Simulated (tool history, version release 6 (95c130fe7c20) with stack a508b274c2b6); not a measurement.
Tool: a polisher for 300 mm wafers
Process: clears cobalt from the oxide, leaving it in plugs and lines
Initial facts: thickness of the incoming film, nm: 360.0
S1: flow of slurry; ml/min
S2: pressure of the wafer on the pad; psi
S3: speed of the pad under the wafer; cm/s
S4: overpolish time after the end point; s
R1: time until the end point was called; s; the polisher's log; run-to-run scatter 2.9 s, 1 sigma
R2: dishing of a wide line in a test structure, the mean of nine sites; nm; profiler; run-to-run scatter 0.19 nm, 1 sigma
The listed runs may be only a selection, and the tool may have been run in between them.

run 1 hour=0.0 | S1=245 S2=1.2 S3=110 S4=17 | R1=96.201 R2=38.571
run 2 hour=7.7 | S1=235 S2=1.1 S3=98 S4=14 | R1=113.940 R2=31.006
run 3 hour=10.5 | S1=235 S2=1.1 S3=108 S4=14 | R1=99.405 R2=32.923
run 4 hour=12.4 | S1=210 S2=1.0 S3=98 S4=12 | R1=123.840 R2=25.981
run 5 hour=15.7 | S1=195 S2=0.9 S3=96 S4=10 | R1=142.570 R2=20.596
run 6 hour=21.1 | S1=235 S2=0.9 S3=96 S4=10 | R1=135.410 R2=21.110
-- hour=23.8 head pressure recalibrated
run 7 hour=23.8 | S1=270 S2=0.8 S3=94 S4=9 | R1=176.280 R2=15.944
run 8 hour=26.3 | S1=300 S2=0.8 S3=102 S4=8 | R1=159.020 R2=15.517

Run 9 comes next. What will it give?
run 9 hour=30.8 | S1=315 S2=0.8 S3=104 S4=7 | R1=? R2=?

{"run 9": {"R1": 158.31, "R2": 14.12}}
